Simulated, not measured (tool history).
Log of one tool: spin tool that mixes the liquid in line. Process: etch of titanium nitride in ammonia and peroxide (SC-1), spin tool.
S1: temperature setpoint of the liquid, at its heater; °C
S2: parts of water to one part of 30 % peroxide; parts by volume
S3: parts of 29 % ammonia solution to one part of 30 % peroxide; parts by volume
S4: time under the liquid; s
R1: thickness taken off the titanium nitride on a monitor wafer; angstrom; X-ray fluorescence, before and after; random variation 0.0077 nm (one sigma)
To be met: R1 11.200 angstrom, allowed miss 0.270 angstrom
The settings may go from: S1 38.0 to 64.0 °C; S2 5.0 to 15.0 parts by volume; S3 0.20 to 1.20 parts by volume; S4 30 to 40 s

Run 1, hour 0.0: S1 48.0 °C, S2 8.5 parts by volume, S3 0.70 parts by volume, S4 40 s. Result: R1 22.992 angstrom.
Run 2, hour 2.8: S1 44.0 °C, S2 8.5 parts by volume, S3 0.70 parts by volume, S4 40 s. Result: R1 17.351 angstrom.
Run 3, hour 8.1: S1 42.0 °C, S2 8.5 parts by volume, S3 0.70 parts by volume, S4 40 s. Result: R1 15.002 angstrom.
Run 4, hour 11.5: S1 42.0 °C, S2 8.5 parts by volume, S3 0.55 parts by volume, S4 40 s. Result: R1 14.273 angstrom.
Run 5, hour 12.1: S1 41.0 °C, S2 8.5 parts by volume, S3 0.55 parts by volume, S4 40 s. Result: R1 13.146 angstrom.
At hour 12.9: new drum of ammonia solution connected.
Run 6, hour 12.9: S1 41.0 °C, S2 7.0 parts by volume, S3 0.55 parts by volume, S4 40 s. Result: R1 14.635 angstrom.
Run 7, hour 14.6: S1 40.0 °C, S2 7.5 parts by volume, S3 0.55 parts by volume, S4 40 s. Result: R1 13.235 angstrom.
Run 8, hour 19.7: S1 39.5 °C, S2 7.5 parts by volume, S3 0.55 parts by volume, S4 40 s. Result: R1 12.772 angstrom.

Which of these 4 next moves meets every target?
Run A, hour 24.8: S1 40.0 °C, S2 6.0 parts by volume, S3 0.50 parts by volume, S4 40 s. Result: R1 ?.
Run B, hour 24.8: S1 45.0 °C, S2 12.0 parts by volume, S3 0.50 parts by volume, S4 40 s. Result: R1 ?.
Run C, hour 24.8: S1 41.5 °C, S2 8.0 parts by volume, S3 0.70 parts by volume, S4 40 s. Result: R1 ?.
Run D, hour 24.8: S1 39.5 °C, S2 8.0 parts by volume, S3 0.30 parts by volume, S4 40 s. Result: R1 ?.

move      R1
   A  14.709
   B  14.894
   C  15.063
   D  11.247
A: further off than the last run
B: further off than the last run
C: further off than the last run
D: meets every target
Answer: D

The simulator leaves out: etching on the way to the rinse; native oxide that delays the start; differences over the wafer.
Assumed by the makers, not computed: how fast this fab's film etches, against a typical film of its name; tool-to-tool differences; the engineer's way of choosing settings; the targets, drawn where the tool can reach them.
